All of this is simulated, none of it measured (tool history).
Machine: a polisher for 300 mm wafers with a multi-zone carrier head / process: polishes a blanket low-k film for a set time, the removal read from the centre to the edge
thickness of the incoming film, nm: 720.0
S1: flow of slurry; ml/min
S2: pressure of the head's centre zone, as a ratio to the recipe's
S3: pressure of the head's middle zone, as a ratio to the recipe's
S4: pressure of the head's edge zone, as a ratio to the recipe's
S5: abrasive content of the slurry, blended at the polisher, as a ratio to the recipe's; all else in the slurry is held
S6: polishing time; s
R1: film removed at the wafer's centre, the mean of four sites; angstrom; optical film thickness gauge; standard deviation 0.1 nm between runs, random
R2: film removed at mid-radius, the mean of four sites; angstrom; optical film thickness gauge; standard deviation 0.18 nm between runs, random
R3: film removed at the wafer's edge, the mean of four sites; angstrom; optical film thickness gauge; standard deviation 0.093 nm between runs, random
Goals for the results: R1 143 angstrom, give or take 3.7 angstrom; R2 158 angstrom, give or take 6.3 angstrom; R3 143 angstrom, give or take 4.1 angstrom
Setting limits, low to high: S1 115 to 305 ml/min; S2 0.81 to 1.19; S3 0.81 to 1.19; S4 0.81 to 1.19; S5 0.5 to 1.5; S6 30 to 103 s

run	hour	S1	S2	S3	S4	S5	S6	R1	R2	R3
1	0	195	1	1	1	1	66	254.9	264.75	268.98
2	3.3	195	0.99	1.01	0.97	0.9	61	227.05	237.91	235.15
3	10.9	190	0.98	1.01	0.94	0.8	57	200.9	213.95	206.64
4	12.7	190	0.98	1.01	0.91	0.8	57	199.19	215.98	206.47
5	13.8	190	0.98	1.01	0.91	0.65	57	184.53	195.65	192.17
6	19.1	190	0.98	1.02	0.89	0.6	54	173.22	184.18	175.5
7	28.1	185	0.98	1.02	0.88	0.6	52	164.94	175.2	167.35
8	35.3	175	0.98	1.03	0.86	0.6	52	162.34	176.84	165.28
9	41	170	0.98	1.03	0.85	0.6	51	158.95	172.43	161.43
10	45.5	165	0.98	1.04	0.84	0.6	51	158.77	173.01	158.65
11	53.5	160	0.98	1.04	0.83	0.6	51	156.7	169.8	159.14
12	60.1	160	0.98	1.05	0.83	0.6	50	153.35	168.75	155.26
13	66.3	140	0.99	1.06	0.81	0.5	49	139.1	150.02	138.65

Of the 4 settings listed for the next run, only one would bring every result within its allowed miss of target. Which one?
A	72.5	115	1.03	1.11	0.82	0.5	52	?	?	?
B	72.5	120	0.96	1.08	0.84	0.5	51	?	?	?
C	72.5	140	1.06	1.01	0.93	0.5	48	?	?	?
D	72.5	120	1.01	1.13	0.82	0.5	56	?	?	?

move	R1	R2	R3
A	141.34	156.19	141.31
B	132.14	152.23	140.85
C	142.27	142.37	140.78
D	151.82	172.57	153.49
A: each result inside its tolerance
B: brings the result that was furthest off to its target, and leaves another outside
C: its largest miss is bigger than the last run's
D: takes the result that was furthest off past its target
So the answer is move A, the one that meets all the targets.

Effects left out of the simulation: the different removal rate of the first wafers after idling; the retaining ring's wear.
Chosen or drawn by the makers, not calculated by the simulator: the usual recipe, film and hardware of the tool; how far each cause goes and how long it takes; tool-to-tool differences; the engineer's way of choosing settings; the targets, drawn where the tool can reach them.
